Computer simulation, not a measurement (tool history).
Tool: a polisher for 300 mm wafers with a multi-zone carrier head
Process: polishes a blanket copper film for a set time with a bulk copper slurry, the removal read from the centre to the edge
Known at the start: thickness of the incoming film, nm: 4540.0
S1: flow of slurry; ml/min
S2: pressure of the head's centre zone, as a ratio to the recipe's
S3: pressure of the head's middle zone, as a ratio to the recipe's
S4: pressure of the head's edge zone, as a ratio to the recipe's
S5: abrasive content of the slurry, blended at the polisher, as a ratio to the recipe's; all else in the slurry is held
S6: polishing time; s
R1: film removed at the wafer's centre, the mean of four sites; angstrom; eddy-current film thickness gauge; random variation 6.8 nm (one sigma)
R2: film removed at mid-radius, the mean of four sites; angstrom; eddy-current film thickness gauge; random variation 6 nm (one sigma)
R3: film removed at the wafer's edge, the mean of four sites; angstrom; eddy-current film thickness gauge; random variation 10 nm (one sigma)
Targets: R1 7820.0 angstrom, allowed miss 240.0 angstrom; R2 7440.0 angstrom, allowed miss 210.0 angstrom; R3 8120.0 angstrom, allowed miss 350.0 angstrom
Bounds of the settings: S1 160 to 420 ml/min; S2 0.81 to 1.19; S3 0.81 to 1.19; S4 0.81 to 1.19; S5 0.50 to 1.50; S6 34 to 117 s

run,hour,S1,S2,S3,S4,S5,S6,R1,R2,R3
1,0.0,270,1.00,1.00,1.00,1.00,75,5746.4,5727.2,5776.7
2,7.4,270,1.01,1.00,1.02,1.05,76,5962.9,5727.7,5977.3
3,8.8,270,1.01,1.00,1.02,1.05,91,7112.9,6998.3,7200.8
4,16.0,275,1.01,1.00,1.03,1.10,91,7301.7,6994.5,7373.2
5,17.9,275,1.01,1.00,0.97,1.10,91,7381.9,7039.1,7140.4
6,20.4,280,1.01,1.00,0.99,1.10,91,7359.1,6982.4,7355.7
7,26.8,290,1.01,1.01,1.00,1.10,91,7258.1,7173.5,7282.8
8,28.9,295,1.01,1.01,1.01,1.15,91,7307.6,7199.3,7480.1
9,36.4,295,1.01,1.01,1.01,1.15,91,7437.5,7198.0,7541.0
10,40.9,300,1.01,1.01,1.02,1.15,91,7379.7,7266.8,7477.8
11,46.3,300,1.01,1.01,1.03,1.15,91,7460.6,7190.3,7517.5
12,50.5,305,1.01,1.01,1.04,1.15,91,7382.5,7224.3,7667.0
13,51.9,310,1.01,1.01,1.04,1.15,91,7447.9,7197.5,7824.9
14,53.0,315,1.01,1.01,1.04,1.15,91,7446.3,7306.1,7760.0
15,60.5,320,1.01,1.01,1.04,1.15,91,7457.1,7302.9,7748.4
16,66.5,325,1.01,1.01,1.04,1.15,91,7538.1,7195.7,7758.6

5 next moves are on the table. One of them brings every result within its allowed miss. Which?
A,72.5,420,0.99,0.88,1.12,1.30,90,?,?,?
B,72.5,305,0.98,1.02,0.97,1.20,90,?,?,?
C,72.5,275,0.95,0.94,0.93,0.85,101,?,?,?
D,72.5,335,1.01,0.97,1.06,1.15,95,?,?,?
E,72.5,375,0.99,0.84,1.15,1.30,92,?,?,?

move,R1,R2,R3
A,7806.2,6899.7,8287.0
B,7379.8,7296.9,7413.9
C,7244.8,7001.0,7394.5
D,8002.7,7409.3,8129.3
E,7910.8,6788.7,8540.0
A: brings the result that was furthest off to its target, and leaves another outside
B: further off than the last run
C: further off than the last run
D: meets every target
E: brings the result that was furthest off to its target, and leaves another outside
Answer: D
